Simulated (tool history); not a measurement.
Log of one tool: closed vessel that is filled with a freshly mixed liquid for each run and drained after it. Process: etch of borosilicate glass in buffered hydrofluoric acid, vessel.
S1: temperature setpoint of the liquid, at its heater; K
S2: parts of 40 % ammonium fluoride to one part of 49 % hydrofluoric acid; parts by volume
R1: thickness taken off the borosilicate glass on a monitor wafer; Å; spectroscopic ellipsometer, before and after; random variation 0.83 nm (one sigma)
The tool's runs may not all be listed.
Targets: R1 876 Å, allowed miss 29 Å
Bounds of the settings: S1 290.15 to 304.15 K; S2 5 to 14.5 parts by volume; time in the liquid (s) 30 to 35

Run 1, hour 0: S1 296.15 K, S2 9 parts by volume, time in the liquid (s) 35. Result: R1 433.56 Å.
Run 2, hour 1.8: S1 297.15 K, S2 8.5 parts by volume, time in the liquid (s) 35. Result: R1 483.8 Å.
Run 3, hour 2.9: S1 297.15 K, S2 8.5 parts by volume, time in the liquid (s) 35. Result: R1 484.3 Å.
Run 4, hour 9.2: S1 298.65 K, S2 8.5 parts by volume, time in the liquid (s) 35. Result: R1 524.23 Å.
Run 5, hour 10.2: S1 299.15 K, S2 8 parts by volume, time in the liquid (s) 35. Result: R1 575.51 Å.
Run 6, hour 13.3: S1 299.15 K, S2 8 parts by volume, time in the liquid (s) 30. Result: R1 497.07 Å.
Run 7, hour 17.9: S1 299.65 K, S2 7.5 parts by volume, time in the liquid (s) 30. Result: R1 547.11 Å.
Run 8, hour 23.2: S1 300.15 K, S2 7 parts by volume, time in the liquid (s) 30. Result: R1 607.43 Å.
Run 9, hour 26.1: S1 300.65 K, S2 7 parts by volume, time in the liquid (s) 30. Result: R1 613.63 Å.
Run 10, hour 33.1: S1 301.15 K, S2 7 parts by volume, time in the liquid (s) 30. Result: R1 637.69 Å.

4 next moves are on the table. One of them brings every result within its allowed miss. Which?
Run A, hour 40.1: S1 302.15 K, S2 5.5 parts by volume, time in the liquid (s) 30. Result: R1 ?.
Run B, hour 40.1: S1 304.15 K, S2 7 parts by volume, time in the liquid (s) 35. Result: R1 ?.
Run C, hour 40.1: S1 297.15 K, S2 5 parts by volume, time in the liquid (s) 35. Result: R1 ?.
Run D, hour 40.1: S1 300.15 K, S2 5 parts by volume, time in the liquid (s) 30. Result: R1 ?.

move      R1
   A  837.24
   B   873.7
   C  819.44
   D  821.82
A: nearer than the last run, and not there yet
B: meets every target
C: nearer than the last run, and not there yet
D: nearer than the last run, and not there yet
The right move is B.
